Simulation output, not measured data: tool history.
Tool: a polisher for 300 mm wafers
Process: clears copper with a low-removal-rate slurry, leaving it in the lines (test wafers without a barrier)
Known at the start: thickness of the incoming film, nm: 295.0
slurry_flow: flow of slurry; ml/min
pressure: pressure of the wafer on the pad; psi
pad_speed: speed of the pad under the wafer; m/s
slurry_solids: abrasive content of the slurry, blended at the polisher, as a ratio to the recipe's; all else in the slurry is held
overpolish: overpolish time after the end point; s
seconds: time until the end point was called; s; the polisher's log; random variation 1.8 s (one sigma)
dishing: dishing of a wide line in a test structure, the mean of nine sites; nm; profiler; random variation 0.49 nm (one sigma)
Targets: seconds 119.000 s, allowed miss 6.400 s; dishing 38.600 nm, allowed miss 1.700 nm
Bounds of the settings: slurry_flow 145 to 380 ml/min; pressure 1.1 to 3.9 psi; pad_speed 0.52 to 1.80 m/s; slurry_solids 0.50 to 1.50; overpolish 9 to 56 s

run,hour,slurry_flow,pressure,pad_speed,slurry_solids,overpolish,seconds,dishing
1,0.0,245,2.5,1.16,1.00,29,89.502,62.675
2,6.8,245,2.5,1.42,1.00,29,74.245,71.728
3,13.0,245,2.2,1.42,1.00,27,82.530,61.178
4,18.8,245,2.2,1.42,1.00,15,84.207,36.805
5,22.3,245,2.2,1.58,1.00,15,74.800,39.920
6,31.1,245,2.6,1.58,1.00,15,65.570,46.574
7,33.4,245,2.2,1.52,1.00,18,79.479,45.398
8,38.8,245,1.9,1.52,1.00,19,88.708,42.647
9,40.2,245,1.7,1.52,1.00,20,100.230,38.857
10,42.8,245,1.6,1.52,1.00,21,105.610,38.313

Which of these 4 next moves meets every target?
A,45.4,255,1.7,1.60,0.85,20,?,?
B,45.4,260,1.4,1.52,1.20,23,?,?
C,45.4,215,2.0,1.24,0.95,22,?,?
D,45.4,175,2.1,1.28,0.95,21,?,?

move,seconds,dishing
A,98.896,39.730
B,117.000,38.226
C,106.790,40.819
D,100.980,41.284
A: further off than the last run
B: meets every target
C: nearer than the last run, and not there yet
D: further off than the last run
Answer: B

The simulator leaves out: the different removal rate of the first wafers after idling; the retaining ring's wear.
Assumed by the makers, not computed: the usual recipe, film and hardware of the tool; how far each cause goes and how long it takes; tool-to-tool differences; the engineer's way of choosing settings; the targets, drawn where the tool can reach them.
